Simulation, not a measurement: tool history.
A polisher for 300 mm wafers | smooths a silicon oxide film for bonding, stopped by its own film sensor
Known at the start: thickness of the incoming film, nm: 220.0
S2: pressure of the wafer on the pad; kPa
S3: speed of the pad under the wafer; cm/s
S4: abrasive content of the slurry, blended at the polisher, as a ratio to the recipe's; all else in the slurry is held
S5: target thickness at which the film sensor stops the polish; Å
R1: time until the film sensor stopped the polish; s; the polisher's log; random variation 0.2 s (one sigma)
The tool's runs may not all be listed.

Run 1, day 0.000: flow of slurry (ml/min) 185, S2 17.9 kPa, S3 98 cm/s, S4 1.00, S5 1920 Å. Result: R1 30.315 s.
Run 2, day 0.329: flow of slurry (ml/min) 185, S2 15.2 kPa, S3 98 cm/s, S4 1.00, S5 1920 Å. Result: R1 36.806 s.
Run 3, day 0.367: flow of slurry (ml/min) 185, S2 18.6 kPa, S3 100 cm/s, S4 1.00, S5 1920 Å. Result: R1 29.230 s.
Run 4, day 0.642: flow of slurry (ml/min) 185, S2 18.6 kPa, S3 80 cm/s, S4 1.00, S5 1920 Å. Result: R1 34.773 s.
Run 5, day 0.671: flow of slurry (ml/min) 185, S2 18.6 kPa, S3 80 cm/s, S4 1.15, S5 1920 Å. Result: R1 32.873 s.
Run 6, day 0.975: flow of slurry (ml/min) 155, S2 18.6 kPa, S3 80 cm/s, S4 1.15, S5 1920 Å. Result: R1 33.422 s.
Run 7, day 1.025: flow of slurry (ml/min) 155, S2 21.4 kPa, S3 84 cm/s, S4 1.15, S5 1920 Å. Result: R1 28.319 s.

Run 8 comes next. What will it give?
Run 8, day 1.279: flow of slurry (ml/min) 160, S2 23.4 kPa, S3 88 cm/s, S4 1.15, S5 1920 Å. Result: R1 ?.

{"run 8": {"R1": 25.19}}
